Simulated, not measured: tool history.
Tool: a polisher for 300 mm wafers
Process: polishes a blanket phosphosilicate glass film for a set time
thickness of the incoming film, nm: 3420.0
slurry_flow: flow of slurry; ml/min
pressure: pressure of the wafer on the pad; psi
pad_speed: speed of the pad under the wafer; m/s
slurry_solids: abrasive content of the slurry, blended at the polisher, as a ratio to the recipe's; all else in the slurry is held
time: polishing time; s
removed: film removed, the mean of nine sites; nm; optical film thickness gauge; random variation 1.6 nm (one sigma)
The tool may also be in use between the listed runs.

run  hour  slurry_flow  pressure  pad_speed  slurry_solids  time  removed
  1   0.0          225       2.3       1.16            1.0    34   260.05
  2   8.8          225       2.7       1.16            1.0    34   300.64
  3  12.1          185       2.7       1.16            1.0    34   288.92
  4  16.0          175       2.3       1.14            1.0    34   244.43
  5  24.4          175       2.7       1.14            1.0    34   281.75
  6  28.0          170       2.3       1.12            1.0    34   239.39
  7  35.1          165       2.0       1.12            1.0    34   215.30
  8  37.0          165       1.4       1.10            1.0    34   161.66
  9  40.2          170       1.4       1.10            1.0    34   163.45

The next listed run, before its measurement:
 10  41.3          175       1.4       1.10            1.0    34        ?

Run 10 gave removed 161.21 nm.
